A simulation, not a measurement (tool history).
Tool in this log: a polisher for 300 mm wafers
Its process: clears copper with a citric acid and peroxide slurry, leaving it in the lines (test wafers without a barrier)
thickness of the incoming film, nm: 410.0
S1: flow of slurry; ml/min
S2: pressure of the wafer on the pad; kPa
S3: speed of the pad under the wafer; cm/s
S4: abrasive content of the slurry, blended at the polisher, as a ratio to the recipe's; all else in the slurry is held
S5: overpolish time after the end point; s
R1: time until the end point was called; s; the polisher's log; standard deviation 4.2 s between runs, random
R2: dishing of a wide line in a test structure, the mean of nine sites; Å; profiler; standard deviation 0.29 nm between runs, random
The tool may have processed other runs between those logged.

{"run": 1, "hour": 0.0, "S1": 240, "S2": 28.3, "S3": 100, "S4": 1, "S5": 25, "R1": 136.93, "R2": 495.88}
{"run": 2, "hour": 6.4, "S1": 240, "S2": 26.9, "S3": 96, "S4": 1, "S5": 23, "R1": 153.81, "R2": 431.02}
{"run": 3, "hour": 9.7, "S1": 240, "S2": 21.4, "S3": 96, "S4": 1, "S5": 23, "R1": 187.43, "R2": 364.07}
{"run": 4, "hour": 17.9, "S1": 240, "S2": 21.4, "S3": 96, "S4": 0.85, "S5": 23, "R1": 200.93, "R2": 353.94}
{"run": 5, "hour": 22.0, "S1": 240, "S2": 20, "S3": 94, "S4": 0.95, "S5": 21, "R1": 212.96, "R2": 305.07}
{"run": 6, "hour": 24.7, "S1": 240, "S2": 20, "S3": 82, "S4": 0.95, "S5": 21, "R1": 235.81, "R2": 269.87}
{"run": 7, "hour": 32.3, "S1": 245, "S2": 20, "S3": 82, "S4": 1, "S5": 19, "R1": 238.17, "R2": 249.51}
{"run": 8, "hour": 39.9, "S1": 245, "S2": 20, "S3": 82, "S4": 1.05, "S5": 18, "R1": 234.99, "R2": 241.31}
{"run": 9, "hour": 43.4, "S1": 245, "S2": 20, "S3": 82, "S4": 1.05, "S5": 17, "R1": 236.15, "R2": 228.03}
{"run": 10, "hour": 44.9, "S1": 245, "S2": 20, "S3": 82, "S4": 1.05, "S5": 16, "R1": 236.75, "R2": 220.41}
{"run": 11, "hour": 46.4, "S1": 245, "S2": 20, "S3": 82, "S4": 1.05, "S5": 15, "R1": 233.61, "R2": 208.53}

For run 12, what comes out?
{"run": 12, "hour": 48.1, "S1": 245, "S2": 20, "S3": 82, "S4": 1.05, "S5": 14, "R1": "?", "R2": "?"}

{"run 12": {"R1": 233.6, "R2": 195.38}}
